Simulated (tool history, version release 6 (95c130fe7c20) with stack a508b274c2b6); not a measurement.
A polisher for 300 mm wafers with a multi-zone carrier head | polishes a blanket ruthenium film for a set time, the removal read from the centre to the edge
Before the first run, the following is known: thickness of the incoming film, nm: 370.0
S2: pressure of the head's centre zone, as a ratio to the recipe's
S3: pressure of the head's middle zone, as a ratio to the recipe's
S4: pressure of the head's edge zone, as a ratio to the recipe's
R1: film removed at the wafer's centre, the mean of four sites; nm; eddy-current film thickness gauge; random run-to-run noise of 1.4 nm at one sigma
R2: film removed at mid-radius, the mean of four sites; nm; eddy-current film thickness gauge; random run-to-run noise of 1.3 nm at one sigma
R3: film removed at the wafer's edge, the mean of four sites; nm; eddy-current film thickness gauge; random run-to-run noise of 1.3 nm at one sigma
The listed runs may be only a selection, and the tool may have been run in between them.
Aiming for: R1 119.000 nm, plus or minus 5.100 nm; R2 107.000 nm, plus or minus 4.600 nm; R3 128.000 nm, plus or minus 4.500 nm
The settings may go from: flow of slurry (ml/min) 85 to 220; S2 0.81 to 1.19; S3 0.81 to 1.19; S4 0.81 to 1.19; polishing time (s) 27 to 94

run 1 day=0.000 | flow_of_slurry_(ml/min)=140 S2=1.00 S3=1.00 S4=1.00 polishing_time_(s)=60 | R1=86.388 R2=88.080 R3=87.615
run 2 day=0.346 | flow_of_slurry_(ml/min)=160 S2=1.00 S3=1.00 S4=1.00 polishing_time_(s)=60 | R1=87.105 R2=91.070 R3=89.346
run 3 day=0.575 | flow_of_slurry_(ml/min)=180 S2=1.00 S3=1.00 S4=1.00 polishing_time_(s)=60 | R1=91.660 R2=91.853 R3=91.066
run 4 day=0.779 | flow_of_slurry_(ml/min)=200 S2=1.00 S3=1.00 S4=1.00 polishing_time_(s)=60 | R1=92.363 R2=93.246 R3=92.640
run 5 day=1.012 | flow_of_slurry_(ml/min)=200 S2=1.06 S3=1.00 S4=1.00 polishing_time_(s)=60 | R1=98.349 R2=92.521 R3=91.926
run 6 day=1.208 | flow_of_slurry_(ml/min)=200 S2=1.06 S3=1.00 S4=1.08 polishing_time_(s)=60 | R1=98.026 R2=95.125 R3=94.415
run 7 day=1.425 | flow_of_slurry_(ml/min)=200 S2=1.05 S3=0.97 S4=1.09 polishing_time_(s)=63 | R1=100.260 R2=97.993 R3=100.900
run 8 day=1.700 | flow_of_slurry_(ml/min)=200 S2=1.05 S3=0.95 S4=1.10 polishing_time_(s)=65 | R1=103.890 R2=97.362 R3=105.930
run 9 day=1.788 | flow_of_slurry_(ml/min)=200 S2=1.05 S3=0.94 S4=1.11 polishing_time_(s)=67 | R1=108.220 R2=101.320 R3=107.310
run 10 day=2.129 | flow_of_slurry_(ml/min)=200 S2=1.04 S3=0.92 S4=1.12 polishing_time_(s)=69 | R1=110.360 R2=100.440 R3=111.480
run 11 day=2.454 | flow_of_slurry_(ml/min)=200 S2=1.03 S3=0.91 S4=1.13 polishing_time_(s)=70 | R1=110.450 R2=103.820 R3=113.240
run 12 day=2.800 | flow_of_slurry_(ml/min)=200 S2=1.03 S3=0.89 S4=1.14 polishing_time_(s)=71 | R1=113.020 R2=101.590 R3=117.810
run 13 day=2.958 | flow_of_slurry_(ml/min)=200 S2=1.03 S3=0.89 S4=1.15 polishing_time_(s)=72 | R1=114.390 R2=104.070 R3=118.480
run 14 day=3.296 | flow_of_slurry_(ml/min)=200 S2=1.03 S3=0.88 S4=1.16 polishing_time_(s)=73 | R1=114.040 R2=104.640 R3=123.020

Which single option among these 4 for the next run brings every result within its allowed miss of target? Just one does.
run A day=3.633 | flow_of_slurry_(ml/min)=135 S2=1.03 S3=0.89 S4=1.17 polishing_time_(s)=81 | R1=? R2=? R3=?
run B day=3.633 | flow_of_slurry_(ml/min)=200 S2=1.03 S3=0.89 S4=1.10 polishing_time_(s)=73 | R1=? R2=? R3=?
run C day=3.633 | flow_of_slurry_(ml/min)=195 S2=1.03 S3=0.84 S4=1.13 polishing_time_(s)=72 | R1=? R2=? R3=?
run D day=3.633 | flow_of_slurry_(ml/min)=215 S2=1.07 S3=0.95 S4=1.14 polishing_time_(s)=71 | R1=? R2=? R3=?

move=A R1=118.990 R2=109.410 R3=130.170
move=B R1=116.540 R2=106.200 R3=120.080
move=C R1=114.410 R2=99.484 R3=119.750
move=D R1=119.000 R2=110.180 R3=119.690
A: all results in spec
B: lands further from the targets than the last run did
C: lands further from the targets than the last run did
D: lands further from the targets than the last run did
So the answer is move A, the one that meets all the targets.

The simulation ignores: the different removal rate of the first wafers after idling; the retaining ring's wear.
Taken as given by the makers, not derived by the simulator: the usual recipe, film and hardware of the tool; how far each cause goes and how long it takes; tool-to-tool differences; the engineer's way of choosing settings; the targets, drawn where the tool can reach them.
